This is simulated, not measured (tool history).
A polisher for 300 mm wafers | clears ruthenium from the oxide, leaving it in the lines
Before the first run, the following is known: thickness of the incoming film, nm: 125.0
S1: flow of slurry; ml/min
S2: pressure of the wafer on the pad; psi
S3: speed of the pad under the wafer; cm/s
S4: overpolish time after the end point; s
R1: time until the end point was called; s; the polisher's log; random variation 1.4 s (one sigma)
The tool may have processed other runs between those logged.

run  hour   S1   S2  S3  S4       R1
  1   0.0  205  2.2  94  19  123.720
  2   7.5  250  2.2  94  19  117.550
  3  11.6  250  2.3  94  19  111.060
  4  17.2  250  2.4  94  19  106.400
  5  17.7  250  2.5  94  19  105.170
  6  21.5  250  2.6  94  19  100.330

What will run 7 give?
  7  29.2  250  2.7  94  19   ?

{"run 7": {"R1": 96.806}}
